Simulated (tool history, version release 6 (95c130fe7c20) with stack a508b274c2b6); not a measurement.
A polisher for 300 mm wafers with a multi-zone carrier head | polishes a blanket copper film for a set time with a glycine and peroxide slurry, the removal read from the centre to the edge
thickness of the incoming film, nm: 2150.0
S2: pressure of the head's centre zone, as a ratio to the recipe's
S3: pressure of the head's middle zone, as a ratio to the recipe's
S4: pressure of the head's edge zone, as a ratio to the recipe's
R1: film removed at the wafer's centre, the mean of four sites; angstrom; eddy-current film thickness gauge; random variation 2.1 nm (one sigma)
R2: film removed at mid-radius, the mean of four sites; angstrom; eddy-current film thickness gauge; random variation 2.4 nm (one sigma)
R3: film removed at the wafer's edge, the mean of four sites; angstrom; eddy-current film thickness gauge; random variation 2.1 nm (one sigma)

run 1 hour=0.0 | flow_of_slurry_(ml/min)=185 S2=1.00 S3=1.00 S4=1.00 polishing_time_(s)=42 | R1=2375.2 R2=2353.8 R3=2355.9
run 2 hour=3.5 | flow_of_slurry_(ml/min)=185 S2=1.00 S3=1.00 S4=1.00 polishing_time_(s)=32 | R1=1829.0 R2=1799.1 R3=1779.6
run 3 hour=6.8 | flow_of_slurry_(ml/min)=185 S2=1.00 S3=1.00 S4=0.99 polishing_time_(s)=32 | R1=1852.4 R2=1782.4 R3=1789.7
run 4 hour=14.6 | flow_of_slurry_(ml/min)=160 S2=1.00 S3=1.00 S4=0.99 polishing_time_(s)=32 | R1=1789.3 R2=1752.0 R3=1802.8
run 5 hour=15.8 | flow_of_slurry_(ml/min)=165 S2=1.00 S3=1.00 S4=0.98 polishing_time_(s)=32 | R1=1798.3 R2=1746.8 R3=1771.7
run 6 hour=23.9 | flow_of_slurry_(ml/min)=165 S2=1.00 S3=1.00 S4=0.97 polishing_time_(s)=32 | R1=1789.5 R2=1696.6 R3=1819.2

The next listed run, before its measurement:
run 7 hour=26.7 | flow_of_slurry_(ml/min)=170 S2=1.00 S3=1.00 S4=0.97 polishing_time_(s)=32 | R1=? R2=? R3=?

{"run 7": {"R1": 1810.6, "R2": 1717.7, "R3": 1743.5}}
